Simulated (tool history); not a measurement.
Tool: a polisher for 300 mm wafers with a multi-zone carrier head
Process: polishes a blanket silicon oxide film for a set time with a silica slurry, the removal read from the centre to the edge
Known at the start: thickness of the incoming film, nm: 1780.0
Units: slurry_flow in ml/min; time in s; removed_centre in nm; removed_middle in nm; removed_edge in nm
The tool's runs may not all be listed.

{"run": 1, "hour": 0.0, "slurry_flow": 235, "centre_zone": 1.0, "middle_zone": 1.0, "edge_zone": 1.0, "slurry_solids": 1.0, "time": 69, "removed_centre": 176.94, "removed_middle": 173.51, "removed_edge": 179.9}
{"run": 2, "hour": 2.6, "slurry_flow": 235, "centre_zone": 1.0, "middle_zone": 1.0, "edge_zone": 1.04, "slurry_solids": 1.0, "time": 69, "removed_centre": 177.04, "removed_middle": 175.38, "removed_edge": 182.0}
{"run": 3, "hour": 8.9, "slurry_flow": 235, "centre_zone": 0.93, "middle_zone": 1.0, "edge_zone": 1.04, "slurry_solids": 1.0, "time": 69, "removed_centre": 164.95, "removed_middle": 174.13, "removed_edge": 178.28}
{"run": 4, "hour": 17.8, "slurry_flow": 245, "centre_zone": 0.99, "middle_zone": 1.04, "edge_zone": 1.06, "slurry_solids": 1.1, "time": 69, "removed_centre": 180.93, "removed_middle": 192.72, "removed_edge": 194.91}
{"run": 5, "hour": 21.0, "slurry_flow": 245, "centre_zone": 0.99, "middle_zone": 1.07, "edge_zone": 1.06, "slurry_solids": 1.1, "time": 69, "removed_centre": 184.63, "removed_middle": 192.36, "removed_edge": 188.25}
{"run": 6, "hour": 27.9, "slurry_flow": 245, "centre_zone": 0.99, "middle_zone": 1.07, "edge_zone": 0.97, "slurry_solids": 1.1, "time": 69, "removed_centre": 184.78, "removed_middle": 193.42, "removed_edge": 185.31}
{"run": 7, "hour": 34.3, "slurry_flow": 245, "centre_zone": 0.99, "middle_zone": 1.07, "edge_zone": 0.97, "slurry_solids": 1.1, "time": 69, "removed_centre": 183.99, "removed_middle": 193.0, "removed_edge": 187.23}
{"run": 8, "hour": 35.7, "slurry_flow": 285, "centre_zone": 1.09, "middle_zone": 1.17, "edge_zone": 1.07, "slurry_solids": 1.35, "time": 70, "removed_centre": 228.25, "removed_middle": 234.44, "removed_edge": 218.6}

The next listed run, before its measurement:
{"run": 9, "hour": 42.6, "slurry_flow": 290, "centre_zone": 1.1, "middle_zone": 1.17, "edge_zone": 1.08, "slurry_solids": 1.4, "time": 71, "removed_centre": "?", "removed_middle": "?", "removed_edge": "?"}

Run 9 gave removed_centre 231.33 nm, removed_middle 242.88 nm, removed_edge 216.72 nm.

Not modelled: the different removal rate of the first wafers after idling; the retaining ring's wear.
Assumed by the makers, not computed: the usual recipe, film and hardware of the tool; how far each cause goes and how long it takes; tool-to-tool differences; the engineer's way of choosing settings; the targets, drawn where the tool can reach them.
